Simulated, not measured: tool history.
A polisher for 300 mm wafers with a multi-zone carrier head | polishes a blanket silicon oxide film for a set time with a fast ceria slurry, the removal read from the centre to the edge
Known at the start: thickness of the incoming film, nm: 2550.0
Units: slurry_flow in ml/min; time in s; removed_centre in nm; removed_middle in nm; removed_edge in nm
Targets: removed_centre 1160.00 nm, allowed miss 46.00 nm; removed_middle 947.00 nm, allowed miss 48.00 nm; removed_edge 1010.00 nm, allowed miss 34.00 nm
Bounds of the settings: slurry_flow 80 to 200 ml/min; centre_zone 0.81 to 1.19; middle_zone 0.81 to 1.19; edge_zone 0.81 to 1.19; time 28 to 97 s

run 1 hour=0.0 | slurry_flow=130 centre_zone=1.00 middle_zone=1.00 edge_zone=1.00 time=62 | removed_centre=724.91 removed_middle=741.17 removed_edge=751.44
run 2 hour=7.9 | slurry_flow=155 centre_zone=1.00 middle_zone=1.00 edge_zone=1.00 time=62 | removed_centre=745.08 removed_middle=773.52 removed_edge=773.32
run 3 hour=14.0 | slurry_flow=155 centre_zone=1.00 middle_zone=1.00 edge_zone=1.00 time=73 | removed_centre=878.40 removed_middle=889.49 removed_edge=893.35
run 4 hour=18.2 | slurry_flow=160 centre_zone=1.04 middle_zone=0.99 edge_zone=1.02 time=74 | removed_centre=923.49 removed_middle=912.41 removed_edge=926.98
run 5 hour=20.1 | slurry_flow=160 centre_zone=0.98 middle_zone=0.99 edge_zone=1.02 time=74 | removed_centre=897.74 removed_middle=901.35 removed_edge=917.15
run 6 hour=28.7 | slurry_flow=160 centre_zone=0.98 middle_zone=0.99 edge_zone=1.02 time=66 | removed_centre=781.86 removed_middle=799.48 removed_edge=833.66
run 7 hour=36.8 | slurry_flow=160 centre_zone=1.02 middle_zone=0.97 edge_zone=1.01 time=69 | removed_centre=857.61 removed_middle=849.59 removed_edge=850.33
run 8 hour=41.4 | slurry_flow=165 centre_zone=1.05 middle_zone=0.94 edge_zone=1.04 time=71 | removed_centre=909.40 removed_middle=841.69 removed_edge=894.34
run 9 hour=43.1 | slurry_flow=170 centre_zone=1.08 middle_zone=0.93 edge_zone=1.04 time=73 | removed_centre=982.67 removed_middle=840.57 removed_edge=930.69
run 10 hour=50.6 | slurry_flow=175 centre_zone=1.10 middle_zone=0.94 edge_zone=1.04 time=74 | removed_centre=991.20 removed_middle=879.87 removed_edge=951.68
run 11 hour=52.4 | slurry_flow=175 centre_zone=1.12 middle_zone=0.93 edge_zone=1.03 time=75 | removed_centre=1048.80 removed_middle=891.26 removed_edge=965.72
run 12 hour=55.1 | slurry_flow=195 centre_zone=1.17 middle_zone=0.95 edge_zone=1.05 time=76 | removed_centre=1118.00 removed_middle=927.93 removed_edge=974.88

5 next moves are on the table. One of them brings every result within its allowed miss. Which?
run A hour=57.8 | slurry_flow=200 centre_zone=1.05 middle_zone=1.07 edge_zone=1.01 time=80 | removed_centre=? removed_middle=? removed_edge=?
run B hour=57.8 | slurry_flow=180 centre_zone=1.14 middle_zone=0.97 edge_zone=1.10 time=77 | removed_centre=? removed_middle=? removed_edge=?
run C hour=57.8 | slurry_flow=195 centre_zone=1.17 middle_zone=1.03 edge_zone=1.02 time=80 | removed_centre=? removed_middle=? removed_edge=?
run D hour=57.8 | slurry_flow=200 centre_zone=1.16 middle_zone=0.91 edge_zone=0.99 time=81 | removed_centre=? removed_middle=? removed_edge=?
run E hour=57.8 | slurry_flow=200 centre_zone=1.12 middle_zone=0.96 edge_zone=0.98 time=73 | removed_centre=? removed_middle=? removed_edge=?

move=A removed_centre=1074.50 removed_middle=1055.90 removed_edge=1032.50
move=B removed_centre=1099.60 removed_middle=921.35 removed_edge=1026.80
move=C removed_centre=1186.20 removed_middle=1018.20 removed_edge=1035.40
move=D removed_centre=1194.70 removed_middle=932.27 removed_edge=1037.60
move=E removed_centre=1041.70 removed_middle=878.76 removed_edge=930.03
A: brings the result that was furthest off to its target, and leaves another outside
B: brings the result that was furthest off to its target, and leaves another outside
C: brings the result that was furthest off to its target, and leaves another outside
D: meets every target
E: further off than the last run
Move D is the one to make.

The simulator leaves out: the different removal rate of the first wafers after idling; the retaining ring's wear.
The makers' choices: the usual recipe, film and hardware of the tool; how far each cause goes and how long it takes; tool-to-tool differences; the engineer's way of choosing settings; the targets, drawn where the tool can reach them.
